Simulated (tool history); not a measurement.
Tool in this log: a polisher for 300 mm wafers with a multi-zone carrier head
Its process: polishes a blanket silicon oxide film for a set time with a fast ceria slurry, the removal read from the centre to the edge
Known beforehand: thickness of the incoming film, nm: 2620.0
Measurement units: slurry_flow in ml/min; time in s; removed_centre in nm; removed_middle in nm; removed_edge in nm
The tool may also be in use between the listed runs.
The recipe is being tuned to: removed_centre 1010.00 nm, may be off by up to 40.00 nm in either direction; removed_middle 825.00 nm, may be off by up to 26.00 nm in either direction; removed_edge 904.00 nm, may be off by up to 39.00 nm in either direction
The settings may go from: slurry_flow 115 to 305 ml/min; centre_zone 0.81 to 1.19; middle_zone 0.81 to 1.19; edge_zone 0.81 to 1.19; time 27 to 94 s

| run | hour | slurry_flow | centre_zone | middle_zone | edge_zone | time | removed_centre | removed_middle | removed_edge |
|---|---|---|---|---|---|---|---|---|---|
| 1 | 0.0 | 195 | 1.00 | 1.00 | 1.00 | 60 | 610.23 | 627.27 | 621.37 |
| 2 | 0.9 | 210 | 1.06 | 0.99 | 1.05 | 65 | 724.09 | 684.53 | 672.13 |
| 3 | 2.7 | 210 | 1.06 | 0.99 | 1.10 | 65 | 725.34 | 686.10 | 699.39 |
| 4 | 11.5 | 210 | 1.06 | 0.99 | 1.10 | 58 | 638.82 | 613.55 | 621.12 |
| 5 | 18.8 | 205 | 1.08 | 0.97 | 1.12 | 66 | 764.75 | 689.93 | 729.37 |
| 6 | 27.1 | 200 | 1.10 | 0.97 | 1.13 | 70 | 791.69 | 726.06 | 762.42 |
| 7 | 32.2 | 220 | 1.11 | 0.95 | 1.15 | 72 | 849.94 | 742.96 | 807.35 |
| 8 | 36.3 | 225 | 1.13 | 0.95 | 1.16 | 74 | 881.72 | 763.77 | 852.65 |
| 9 | 38.6 | 230 | 1.15 | 0.95 | 1.14 | 76 | 930.70 | 781.61 | 858.50 |
| 10 | 41.8 | 235 | 1.16 | 0.96 | 1.14 | 77 | 949.06 | 794.86 | 868.00 |

Of the 5 settings listed for the next run, only one would bring every result within its allowed miss of target. Which one?
| A | 45.0 | 250 | 1.15 | 0.83 | 1.15 | 83 | ? | ? | ? |
| B | 45.0 | 230 | 1.14 | 0.97 | 1.19 | 71 | ? | ? | ? |
| C | 45.0 | 200 | 1.01 | 0.93 | 1.19 | 78 | ? | ? | ? |
| D | 45.0 | 225 | 1.03 | 0.91 | 1.19 | 81 | ? | ? | ? |
| E | 45.0 | 230 | 1.19 | 0.96 | 1.16 | 80 | ? | ? | ? |

| move | removed_centre | removed_middle | removed_edge |
|---|---|---|---|
| A | 1020.60 | 775.90 | 948.90 |
| B | 857.01 | 748.05 | 818.82 |
| C | 816.73 | 779.85 | 888.20 |
| D | 879.75 | 807.38 | 933.04 |
| E | 1008.20 | 835.39 | 910.52 |
A: corrects the largest miss of the last run, while another result sits out of spec
B: moves away from the targets compared with the last run
C: moves away from the targets compared with the last run
D: moves away from the targets compared with the last run
E: each result inside its tolerance
The move that meets every target is E.
